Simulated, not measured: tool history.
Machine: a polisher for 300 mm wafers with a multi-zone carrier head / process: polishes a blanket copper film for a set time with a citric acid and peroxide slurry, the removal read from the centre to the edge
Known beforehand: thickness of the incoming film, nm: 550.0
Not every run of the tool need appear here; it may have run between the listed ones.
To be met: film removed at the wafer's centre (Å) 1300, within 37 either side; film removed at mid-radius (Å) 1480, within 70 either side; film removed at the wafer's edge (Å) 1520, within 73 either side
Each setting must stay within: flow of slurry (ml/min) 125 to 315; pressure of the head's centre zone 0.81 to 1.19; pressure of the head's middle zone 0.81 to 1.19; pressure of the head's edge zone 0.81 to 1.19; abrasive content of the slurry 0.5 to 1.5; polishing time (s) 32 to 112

run,hour,flow of slurry (ml/min),pressure of the head's centre zone,pressure of the head's middle zone,pressure of the head's edge zone,abrasive content of the slurry,polishing time (s),film removed at the wafer's centre (Å),film removed at mid-radius (Å),film removed at the wafer's edge (Å)
1,0,205,1,1,1,1,72,1566.5,1524.6,1593.5
2,3.2,195,0.97,1,1,1,72,1544.7,1524.8,1558.1
3,7.6,180,0.97,1,1,1,72,1518,1493.5,1567.4
4,14.4,175,0.93,1,1.01,1,72,1462.4,1501.6,1570.7
5,17.5,170,0.91,1,1.01,1,72,1425,1504,1583.4
6,22.5,170,0.86,1,1.01,1,72,1345.1,1509.1,1595.3
7,23.7,170,0.86,1,1,1,72,1356.9,1497.6,1570.6
8,24.5,150,0.83,1.01,0.97,0.95,72,1269.4,1408.7,1466.3

4 next moves are on the table. One of them brings every result within its allowed miss. Which?
A,25.3,145,0.88,1.15,0.92,0.75,83,?,?,?
B,25.3,190,0.82,1,0.97,0.7,80,?,?,?
C,25.3,165,0.87,1,1,0.9,69,?,?,?
D,25.3,145,0.92,1.16,0.98,0.6,87,?,?,?

move,film removed at the wafer's centre (Å),film removed at mid-radius (Å),film removed at the wafer's edge (Å)
A,1384.2,1689.4,1518
B,1286.4,1504.8,1507
C,1237.8,1379.8,1406.9
D,1392.5,1645.4,1505.8
A: the result that was furthest off in the last run now lies on the other side of its target
B: hits every target within its allowed miss
C: misses by more than the last run did
D: the result that was furthest off in the last run now lies on the other side of its target
Go with B: it meets all targets.
